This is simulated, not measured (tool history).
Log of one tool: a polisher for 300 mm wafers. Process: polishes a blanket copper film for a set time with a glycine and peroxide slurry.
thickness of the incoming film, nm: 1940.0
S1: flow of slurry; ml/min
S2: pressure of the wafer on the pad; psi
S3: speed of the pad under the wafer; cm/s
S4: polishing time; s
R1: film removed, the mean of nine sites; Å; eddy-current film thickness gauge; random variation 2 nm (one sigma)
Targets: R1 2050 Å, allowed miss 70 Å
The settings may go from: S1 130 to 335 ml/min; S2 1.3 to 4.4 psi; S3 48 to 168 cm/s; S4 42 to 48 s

| run | day | S1 | S2 | S3 | S4 | R1 |
|---|---|---|---|---|---|---|
| 1 | 0 | 215 | 2.8 | 108 | 48 | 2492.6 |
| 2 | 0.262 | 215 | 3.2 | 108 | 48 | 2756.3 |
| 3 | 0.329 | 215 | 3 | 108 | 48 | 2628 |
| 4 | 0.667 | 215 | 3.6 | 108 | 48 | 2978.7 |
| 5 | 0.838 | 215 | 3.6 | 120 | 48 | 3124.1 |
| 6 | 1.038 | 215 | 3.1 | 120 | 48 | 2854.4 |
| 7 | 1.15 | 215 | 2.8 | 118 | 48 | 2657 |
| 8 | 1.196 | 215 | 2.6 | 118 | 48 | 2492.7 |
| 9 | 1.267 | 215 | 2.5 | 118 | 48 | 2451.1 |
| 10 | 1.433 | 215 | 2.4 | 118 | 48 | 2379.6 |
| 11 | 1.792 | 215 | 2.3 | 118 | 48 | 2357.2 |
| 12 | 2.117 | 215 | 2.2 | 118 | 48 | 2299.6 |
| 13 | 2.15 | 215 | 2.1 | 118 | 48 | 2215.7 |

4 next moves are on the table. One of them brings every result within its allowed miss. Which?
| A | 2.183 | 255 | 2.5 | 124 | 42 | ? |
| B | 2.183 | 175 | 2 | 130 | 48 | ? |
| C | 2.183 | 210 | 2 | 124 | 44 | ? |
| D | 2.183 | 130 | 1.4 | 168 | 48 | ? |

| move | R1 |
|---|---|
| A | 2278 |
| B | 2280.4 |
| C | 2054.5 |
| D | 2183.4 |
A: further off than the last run
B: further off than the last run
C: meets every target
D: nearer than the last run, and not there yet
Move C is the one to make.
